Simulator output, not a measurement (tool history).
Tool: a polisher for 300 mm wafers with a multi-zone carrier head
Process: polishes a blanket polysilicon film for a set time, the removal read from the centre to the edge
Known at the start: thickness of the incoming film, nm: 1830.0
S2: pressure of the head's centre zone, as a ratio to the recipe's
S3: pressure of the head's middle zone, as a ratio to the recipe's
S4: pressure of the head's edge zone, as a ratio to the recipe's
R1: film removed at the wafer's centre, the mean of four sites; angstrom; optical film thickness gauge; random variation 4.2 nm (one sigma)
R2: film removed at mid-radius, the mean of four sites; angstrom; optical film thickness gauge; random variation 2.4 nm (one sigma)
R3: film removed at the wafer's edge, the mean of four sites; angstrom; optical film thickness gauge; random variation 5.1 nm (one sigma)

run 1 hour=0 | flow_of_slurry_(ml/min)=270 S2=1 S3=1 S4=1 polishing_time_(s)=82 | R1=4485.6 R2=4327.2 R3=4399.2
run 2 hour=6 | flow_of_slurry_(ml/min)=265 S2=0.99 S3=0.99 S4=0.96 polishing_time_(s)=80 | R1=4383 R2=4141.8 R3=4199.8
run 3 hour=7.2 | flow_of_slurry_(ml/min)=260 S2=0.98 S3=0.99 S4=0.93 polishing_time_(s)=79 | R1=4254.8 R2=4115 R3=4057.2
run 4 hour=15 | flow_of_slurry_(ml/min)=255 S2=0.97 S3=0.98 S4=0.91 polishing_time_(s)=78 | R1=4125 R2=4001.1 R3=3983.4
run 5 hour=15.9 | flow_of_slurry_(ml/min)=190 S2=0.97 S3=0.98 S4=0.91 polishing_time_(s)=78 | R1=3977.8 R2=3847.6 R3=3915.5
run 6 hour=22.8 | flow_of_slurry_(ml/min)=190 S2=0.97 S3=0.98 S4=0.91 polishing_time_(s)=94 | R1=4771.9 R2=4667 R3=4621.1

The next listed run, before its measurement:
run 7 hour=23.3 | flow_of_slurry_(ml/min)=205 S2=0.97 S3=0.98 S4=0.89 polishing_time_(s)=90 | R1=? R2=? R3=?

R1: 4660.6 angstrom
R2: 4537.6 angstrom
R3: 4456.2 angstrom

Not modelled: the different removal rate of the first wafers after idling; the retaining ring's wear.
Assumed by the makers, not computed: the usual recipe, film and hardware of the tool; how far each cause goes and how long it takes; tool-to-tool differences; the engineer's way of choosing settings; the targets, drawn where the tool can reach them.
